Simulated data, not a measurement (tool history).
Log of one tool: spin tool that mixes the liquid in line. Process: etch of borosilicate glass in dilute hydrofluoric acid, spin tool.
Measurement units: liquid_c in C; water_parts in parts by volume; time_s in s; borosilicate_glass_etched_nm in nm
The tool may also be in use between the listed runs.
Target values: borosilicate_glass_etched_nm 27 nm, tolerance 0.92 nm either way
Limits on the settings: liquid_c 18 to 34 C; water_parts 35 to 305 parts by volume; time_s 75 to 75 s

| run | hour | liquid_c | water_parts | time_s | borosilicate_glass_etched_nm |
|---|---|---|---|---|---|
| 1 | 0 | 26 | 170 | 75 | 19.303 |
| 2 | 1.5 | 23.5 | 170 | 75 | 17.334 |
| 3 | 4.7 | 24.5 | 170 | 75 | 18.292 |
| 4 | 7.7 | 24.5 | 170 | 75 | 17.685 |
| 5 | 10.2 | 25.5 | 170 | 75 | 18.782 |
| 6 | 17 | 25.5 | 170 | 75 | 18.827 |
| 7 | 21.7 | 26.5 | 170 | 75 | 19.403 |
| 8 | 29.8 | 27.5 | 170 | 75 | 19.97 |
| 9 | 35.4 | 28 | 170 | 75 | 20.332 |
| 10 | 42 | 28.5 | 170 | 75 | 20.828 |
| 11 | 50.4 | 29 | 170 | 75 | 21.317 |
| 12 | 56.9 | 29.5 | 170 | 75 | 21.663 |
| 13 | 65.5 | 30 | 170 | 75 | 22.077 |
| 14 | 67.4 | 30.5 | 170 | 75 | 22.483 |
| 15 | 72.4 | 31 | 170 | 75 | 22.651 |
| 16 | 80.5 | 34 | 155 | 75 | 28.79 |
| 17 | 85.5 | 34 | 155 | 75 | 28.385 |

Exactly one of the 4 candidate moves below puts every result within its allowed miss. Which one?
| A | 90.5 | 32 | 160 | 75 | ? |
| B | 90.5 | 33 | 145 | 75 | ? |
| C | 90.5 | 34 | 160 | 75 | ? |
| D | 90.5 | 31.5 | 140 | 75 | ? |

| move | borosilicate_glass_etched_nm |
|---|---|
| A | 25.109 |
| B | 29.292 |
| C | 26.905 |
| D | 28.973 |
A: carries the result that was furthest off beyond its target, to the other side
B: lands further from the targets than the last run did
C: every result within its allowed miss
D: lands further from the targets than the last run did
C meets every target.
